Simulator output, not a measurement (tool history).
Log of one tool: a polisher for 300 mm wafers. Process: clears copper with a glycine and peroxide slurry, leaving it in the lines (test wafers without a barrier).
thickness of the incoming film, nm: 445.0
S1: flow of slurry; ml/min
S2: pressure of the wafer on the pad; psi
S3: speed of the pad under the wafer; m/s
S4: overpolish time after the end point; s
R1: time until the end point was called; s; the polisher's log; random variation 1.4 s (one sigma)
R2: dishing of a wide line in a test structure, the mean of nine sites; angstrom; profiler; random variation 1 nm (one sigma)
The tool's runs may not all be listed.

run	hour	S1	S2	S3	S4	R1	R2
1	0.0	180	1.9	0.88	28	114.170	624.22
2	1.6	180	2.0	0.90	24	105.760	583.08
3	6.7	155	2.0	0.90	24	108.770	566.75
4	12.8	130	2.0	0.90	24	110.480	565.83
5	15.5	130	2.1	0.90	21	109.260	521.71
6	17.7	130	2.1	0.90	31	109.690	674.97
7	22.7	130	2.2	0.90	27	107.090	622.02
8	31.7	130	2.3	0.92	23	100.300	596.76
9	32.3	130	2.3	0.94	20	98.127	558.75

Forecast run 10:
10	33.4	130	2.3	0.94	18	?	?

Run 10 gave R1 99.022 s, R2 503.87 angstrom.
